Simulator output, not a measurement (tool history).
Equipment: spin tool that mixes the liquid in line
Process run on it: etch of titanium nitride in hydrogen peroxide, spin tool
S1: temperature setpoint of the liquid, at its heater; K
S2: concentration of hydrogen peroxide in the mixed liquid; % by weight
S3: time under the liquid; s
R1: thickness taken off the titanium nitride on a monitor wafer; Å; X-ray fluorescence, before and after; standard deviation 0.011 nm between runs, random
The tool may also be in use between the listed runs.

| run | hour | S1 | S2 | S3 | R1 |
|---|---|---|---|---|---|
| 1 | 0 | 326.15 | 19 | 85 | 33.345 |
| 2 | 8.2 | 331.65 | 19 | 85 | 48.759 |
| 3 | 15.5 | 330.15 | 19 | 85 | 43.959 |
| 4 | 19.2 | 333.65 | 19 | 85 | 56.343 |
| 5 | 22.7 | 333.65 | 15.5 | 85 | 53.65 |
| 6 | 25.8 | 329.15 | 15.5 | 85 | 39.25 |

What will run 7 give?
| 7 | 31.9 | 328.15 | 15.5 | 85 | ? |

{"run 7": {"R1": 36.941}}

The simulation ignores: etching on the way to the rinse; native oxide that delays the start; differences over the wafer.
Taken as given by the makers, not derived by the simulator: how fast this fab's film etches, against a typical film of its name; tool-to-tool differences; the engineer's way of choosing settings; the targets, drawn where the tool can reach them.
